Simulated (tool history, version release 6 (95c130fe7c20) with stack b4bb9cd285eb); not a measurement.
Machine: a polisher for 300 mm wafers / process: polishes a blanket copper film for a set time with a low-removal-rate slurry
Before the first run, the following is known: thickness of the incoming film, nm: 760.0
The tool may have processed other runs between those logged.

| run | hour | flow of slurry (ml/min) | pressure of the wafer on the pad (kPa) | speed of the pad under the wafer (m/s) | abrasive content of the slurry | polishing time (s) | film removed (angstrom) |
|---|---|---|---|---|---|---|---|
| 1 | 0.0 | 285 | 16.5 | 1.02 | 1.0 | 51 | 1513.9 |
| 2 | 6.7 | 285 | 17.9 | 1.02 | 1.0 | 51 | 1631.0 |
| 3 | 8.9 | 285 | 19.3 | 1.02 | 1.0 | 51 | 1757.0 |
| 4 | 17.6 | 285 | 20.0 | 1.02 | 1.0 | 51 | 1815.7 |
| 5 | 22.7 | 355 | 20.0 | 1.02 | 1.0 | 51 | 1890.1 |
| 6 | 28.6 | 355 | 20.0 | 1.02 | 1.1 | 51 | 1903.5 |
| 7 | 34.9 | 355 | 20.7 | 1.02 | 1.1 | 51 | 1961.7 |

Run 8 is up next; what results do you expect?
| 8 | 38.2 | 355 | 21.4 | 1.02 | 1.1 | 51 | ? |

Run 8 came out at film removed (angstrom) 2028.2.
